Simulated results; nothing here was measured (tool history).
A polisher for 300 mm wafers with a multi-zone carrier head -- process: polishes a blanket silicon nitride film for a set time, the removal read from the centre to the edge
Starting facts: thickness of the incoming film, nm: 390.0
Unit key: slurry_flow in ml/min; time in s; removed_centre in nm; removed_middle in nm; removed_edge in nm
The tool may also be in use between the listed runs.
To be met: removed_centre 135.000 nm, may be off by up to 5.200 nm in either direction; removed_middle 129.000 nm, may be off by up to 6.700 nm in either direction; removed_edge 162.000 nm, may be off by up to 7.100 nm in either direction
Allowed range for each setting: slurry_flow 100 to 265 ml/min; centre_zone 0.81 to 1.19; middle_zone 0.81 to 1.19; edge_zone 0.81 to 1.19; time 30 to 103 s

Run 1, day 0.000: slurry_flow 170 ml/min, centre_zone 1.00, middle_zone 1.00, edge_zone 1.00, time 66 s. Result: removed_centre 98.388 nm, removed_middle 97.209 nm, removed_edge 100.570 nm.
Run 2, day 0.083: slurry_flow 170 ml/min, centre_zone 1.06, middle_zone 1.00, edge_zone 1.00, time 66 s. Result: removed_centre 104.960 nm, removed_middle 97.457 nm, removed_edge 98.768 nm.
Run 3, day 0.233: slurry_flow 175 ml/min, centre_zone 1.02, middle_zone 0.97, edge_zone 1.05, time 74 s. Result: removed_centre 114.720 nm, removed_middle 106.200 nm, removed_edge 115.220 nm.
Run 4, day 0.483: slurry_flow 140 ml/min, centre_zone 1.02, middle_zone 0.97, edge_zone 1.05, time 74 s. Result: removed_centre 107.450 nm, removed_middle 100.320 nm, removed_edge 112.320 nm.
At day 0.771: slurry nozzle cleaned.
Run 5, day 0.771: slurry_flow 105 ml/min, centre_zone 1.02, middle_zone 0.97, edge_zone 1.05, time 74 s. Result: removed_centre 107.050 nm, removed_middle 98.784 nm, removed_edge 112.200 nm.
Run 6, day 0.967: slurry_flow 105 ml/min, centre_zone 1.00, middle_zone 0.96, edge_zone 1.08, time 81 s. Result: removed_centre 114.380 nm, removed_middle 109.430 nm, removed_edge 121.590 nm.
Run 7, day 1.050: slurry_flow 105 ml/min, centre_zone 0.97, middle_zone 0.91, edge_zone 1.12, time 88 s. Result: removed_centre 121.570 nm, removed_middle 111.510 nm, removed_edge 136.000 nm.
Run 8, day 1.121: slurry_flow 105 ml/min, centre_zone 0.97, middle_zone 0.91, edge_zone 1.12, time 88 s. Result: removed_centre 122.620 nm, removed_middle 116.810 nm, removed_edge 140.120 nm.
Run 9, day 1.446: slurry_flow 115 ml/min, centre_zone 0.96, middle_zone 0.90, edge_zone 1.14, time 90 s. Result: removed_centre 125.810 nm, removed_middle 119.660 nm, removed_edge 143.560 nm.
Run 10, day 1.571: slurry_flow 100 ml/min, centre_zone 0.92, middle_zone 0.86, edge_zone 1.19, time 100 s. Result: removed_centre 127.260 nm, removed_middle 121.670 nm, removed_edge 161.000 nm.

Which one of the following 5 next-run settings gets every result inside its allowed miss? There is exactly one.
Run A, day 1.696: slurry_flow 110 ml/min, centre_zone 0.84, middle_zone 0.90, edge_zone 1.19, time 98 s. Result: removed_centre ?, removed_middle ?, removed_edge ?.
Run B, day 1.696: slurry_flow 100 ml/min, centre_zone 0.98, middle_zone 0.81, edge_zone 1.17, time 100 s. Result: removed_centre ?, removed_middle ?, removed_edge ?.
Run C, day 1.696: slurry_flow 100 ml/min, centre_zone 0.94, middle_zone 0.90, edge_zone 1.18, time 101 s. Result: removed_centre ?, removed_middle ?, removed_edge ?.
Run D, day 1.696: slurry_flow 100 ml/min, centre_zone 0.84, middle_zone 0.82, edge_zone 1.19, time 103 s. Result: removed_centre ?, removed_middle ?, removed_edge ?.
Run E, day 1.696: slurry_flow 100 ml/min, centre_zone 0.87, middle_zone 0.88, edge_zone 1.19, time 101 s. Result: removed_centre ?, removed_middle ?, removed_edge ?.

move  removed_centre  removed_middle  removed_edge
   A         120.230         124.350       159.140
   B         139.240         113.450       158.470
   C         134.940         124.980       160.570
   D         122.780         118.110       164.660
   E         124.790         122.720       161.330
A: its largest miss is bigger than the last run's
B: corrects the largest miss of the last run, while another result sits out of spec
C: every result lands within tolerance
D: its largest miss is bigger than the last run's
E: its largest miss is bigger than the last run's
C is the move that brings every result within its allowed miss.

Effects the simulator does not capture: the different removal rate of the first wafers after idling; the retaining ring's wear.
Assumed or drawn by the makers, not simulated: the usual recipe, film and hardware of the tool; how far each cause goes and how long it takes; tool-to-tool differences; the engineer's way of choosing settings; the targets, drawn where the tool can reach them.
